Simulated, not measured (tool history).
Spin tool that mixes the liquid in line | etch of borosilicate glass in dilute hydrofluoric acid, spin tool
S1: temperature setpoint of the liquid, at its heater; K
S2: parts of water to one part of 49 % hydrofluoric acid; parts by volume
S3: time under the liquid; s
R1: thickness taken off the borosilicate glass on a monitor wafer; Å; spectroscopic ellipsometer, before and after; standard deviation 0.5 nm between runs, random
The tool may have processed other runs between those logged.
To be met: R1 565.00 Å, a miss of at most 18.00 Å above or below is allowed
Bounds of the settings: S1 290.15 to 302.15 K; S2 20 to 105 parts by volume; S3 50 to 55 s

{"run": 1, "hour": 0.0, "S1": 294.15, "S2": 55, "S3": 50, "R1": 309.12}
{"run": 2, "hour": 8.0, "S1": 296.15, "S2": 50, "S3": 50, "R1": 371.82}
{"run": 3, "hour": 13.5, "S1": 296.15, "S2": 65, "S3": 50, "R1": 284.5}
{"run": 4, "hour": 20.5, "S1": 297.65, "S2": 60, "S3": 50, "R1": 327.73}
{"hour": 25.3, "done": "hydrofluoric acid flow meter replaced"}
{"run": 5, "hour": 25.3, "S1": 298.65, "S2": 55, "S3": 50, "R1": 346.49}
{"run": 6, "hour": 32.1, "S1": 300.65, "S2": 55, "S3": 50, "R1": 372.31}
{"run": 7, "hour": 36.9, "S1": 301.15, "S2": 50, "S3": 50, "R1": 431.76}
{"run": 8, "hour": 44.9, "S1": 301.15, "S2": 45, "S3": 50, "R1": 470.77}
{"run": 9, "hour": 47.3, "S1": 302.15, "S2": 35, "S3": 50, "R1": 633.28}
{"run": 10, "hour": 48.9, "S1": 301.15, "S2": 35, "S3": 50, "R1": 606.16}
{"run": 11, "hour": 50.7, "S1": 300.65, "S2": 35, "S3": 50, "R1": 594.95}
{"run": 12, "hour": 57.7, "S1": 300.15, "S2": 35, "S3": 50, "R1": 592.79}

4 candidate next runs follow, results not yet known. Just one meets every target within its allowed miss. Identify it.
{"run": "A", "hour": 64.7, "S1": 300.65, "S2": 35, "S3": 50, "R1": "?"}
{"run": "B", "hour": 64.7, "S1": 297.15, "S2": 30, "S3": 50, "R1": "?"}
{"run": "C", "hour": 64.7, "S1": 298.65, "S2": 35, "S3": 55, "R1": "?"}
{"run": "D", "hour": 64.7, "S1": 302.15, "S2": 40, "S3": 50, "R1": "?"}

move=A R1=598.01
move=B R1=608.24
move=C R1=606.16
move=D R1=551.68
A: its largest miss is bigger than the last run's
B: its largest miss is bigger than the last run's
C: its largest miss is bigger than the last run's
D: meets every target
D meets every target.
